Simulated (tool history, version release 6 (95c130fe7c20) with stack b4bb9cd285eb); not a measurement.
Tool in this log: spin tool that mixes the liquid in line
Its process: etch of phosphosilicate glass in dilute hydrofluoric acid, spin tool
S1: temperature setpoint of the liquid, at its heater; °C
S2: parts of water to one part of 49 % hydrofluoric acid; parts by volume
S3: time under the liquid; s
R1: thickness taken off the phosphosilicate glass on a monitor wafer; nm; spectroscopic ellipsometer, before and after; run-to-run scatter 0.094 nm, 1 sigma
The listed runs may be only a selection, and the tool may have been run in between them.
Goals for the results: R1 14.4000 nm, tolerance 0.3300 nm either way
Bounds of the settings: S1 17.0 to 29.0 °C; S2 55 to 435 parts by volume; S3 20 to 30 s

run,day,S1,S2,S3,R1
1,0.000,21.0,245,30,9.1307
2,0.171,21.0,245,20,6.0412
3,0.292,21.0,245,20,5.9797
4,0.471,22.5,220,20,7.3532
5,0.596,23.0,190,20,8.8480
6,0.617,23.0,140,20,12.6410
7,0.967,23.0,135,20,13.2010
8,0.996,23.0,130,20,13.8830

4 candidate next runs follow, results not yet known. Just one meets every target within its allowed miss. Identify it.
A,1.025,22.0,135,20,?
B,1.025,23.0,125,20,?
C,1.025,24.0,200,30,?
D,1.025,23.0,135,20,?

move,R1
A,12.6190
B,14.3360
C,12.8440
D,13.1230
A: moves away from the targets compared with the last run
B: all results land within tolerance of their targets
C: moves away from the targets compared with the last run
D: moves away from the targets compared with the last run
The move that meets every target is B.

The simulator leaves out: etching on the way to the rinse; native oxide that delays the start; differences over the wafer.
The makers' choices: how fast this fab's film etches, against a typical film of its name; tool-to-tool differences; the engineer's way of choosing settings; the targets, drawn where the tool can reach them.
